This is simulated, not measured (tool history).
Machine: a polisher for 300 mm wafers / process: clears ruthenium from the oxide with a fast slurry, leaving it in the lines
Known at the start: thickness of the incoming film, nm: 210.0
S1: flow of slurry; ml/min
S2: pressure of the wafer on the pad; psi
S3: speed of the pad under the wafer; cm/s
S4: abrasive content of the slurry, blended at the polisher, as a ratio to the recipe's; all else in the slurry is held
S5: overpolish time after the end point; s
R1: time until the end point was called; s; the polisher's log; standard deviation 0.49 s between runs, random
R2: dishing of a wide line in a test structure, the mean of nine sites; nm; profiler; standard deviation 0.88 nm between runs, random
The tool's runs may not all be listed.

run    day   S1   S2   S3  S4  S5      R1      R2
  1      0  215  2.5  112   1  13  58.195  32.539
  2  0.146  215  2.7  112   1  14  53.122  36.828
  3  0.446  215  2.8  112   1  15  51.414  39.252
  4  0.804  215  2.9  112   1  16  49.851  42.665
  5  0.842  215  2.9   84   1  16  66.574  34.338
  6  1.029  215  3.2   84   1  17  60.003  39.125
  7  1.292  215  3.4   84   1  17  55.768  41.019
  8  1.446  215  3.5   84   1  17  53.593  41.465
  9  1.754  215  3.6   84   1  18  52.992  43.153

Run 10 is up next; what results do you expect?
 10  1.85  220  3.7  84   1  18   ?   ?

Logged for run 10: R1 51.59 s, R2 45.858 nm.
